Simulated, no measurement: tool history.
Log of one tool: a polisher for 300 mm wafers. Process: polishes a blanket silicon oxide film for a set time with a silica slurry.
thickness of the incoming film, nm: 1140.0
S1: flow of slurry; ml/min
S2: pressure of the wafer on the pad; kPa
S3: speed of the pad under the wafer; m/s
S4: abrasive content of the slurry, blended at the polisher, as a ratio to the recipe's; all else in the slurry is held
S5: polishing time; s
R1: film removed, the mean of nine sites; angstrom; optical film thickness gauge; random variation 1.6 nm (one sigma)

run,hour,S1,S2,S3,S4,S5,R1
1,0.0,170,20.0,1.22,1.0,54,1357.2
2,5.0,170,20.7,1.22,1.0,54,1387.3
3,12.1,170,20.7,0.96,1.0,54,1170.5
4,17.1,170,20.7,0.96,1.0,57,1263.7
5,21.0,170,20.7,0.96,1.0,54,1173.4
6,23.1,170,21.4,0.96,1.0,54,1233.9
7,30.4,170,22.1,0.96,1.0,54,1261.9
8,38.6,170,22.8,0.96,1.0,54,1301.8
9,40.5,170,23.4,0.96,1.0,54,1331.1

Run 10 comes next. What will it give?
10,46.0,170,24.1,0.96,1.0,54,?

R1: 1347.8 angstrom

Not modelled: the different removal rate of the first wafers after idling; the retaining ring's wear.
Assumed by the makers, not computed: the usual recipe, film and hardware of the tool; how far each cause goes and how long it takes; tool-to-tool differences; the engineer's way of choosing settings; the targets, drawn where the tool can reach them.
